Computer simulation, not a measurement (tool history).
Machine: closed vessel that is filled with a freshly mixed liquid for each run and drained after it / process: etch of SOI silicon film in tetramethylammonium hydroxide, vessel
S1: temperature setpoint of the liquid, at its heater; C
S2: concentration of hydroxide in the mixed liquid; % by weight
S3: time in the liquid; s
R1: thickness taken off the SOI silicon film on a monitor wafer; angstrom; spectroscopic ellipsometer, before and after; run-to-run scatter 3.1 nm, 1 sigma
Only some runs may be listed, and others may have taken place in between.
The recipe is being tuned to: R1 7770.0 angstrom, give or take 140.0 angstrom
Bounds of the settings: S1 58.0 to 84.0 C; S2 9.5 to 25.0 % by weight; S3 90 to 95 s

run	hour	S1	S2	S3	R1
1	0.0	71.0	18.5	90	4716.1
2	2.2	71.0	18.5	95	4970.9
3	8.6	71.0	21.5	95	4671.8
4	11.1	66.5	21.5	95	3578.6
5	12.1	64.0	21.5	95	3040.5
6	19.3	69.0	21.5	95	4178.7
7	28.5	72.0	21.5	95	4926.5
8	29.9	74.5	21.5	95	5726.0
9	30.8	76.0	21.5	95	6241.1
10	37.9	77.0	21.5	95	6599.4
11	47.1	78.0	21.5	95	6976.1
12	56.1	78.5	21.5	95	7158.9
13	62.3	79.0	21.5	95	7409.0
14	69.9	79.5	21.5	95	7628.0

Exercise: of the 4 proposed moves below, exactly one satisfies all targets within the stated allowed misses. Which move is it?
A	77.5	82.0	22.0	90	?
B	77.5	83.5	23.5	90	?
C	77.5	79.0	19.5	90	?
D	77.5	81.0	22.0	90	?

move	R1
A	8189.2
B	8257.6
C	7350.0
D	7745.6
A: pushes the last run's worst result past its target
B: pushes the last run's worst result past its target
C: the biggest miss grows against the last run
D: every result within its allowed miss
Move D is the one to make.
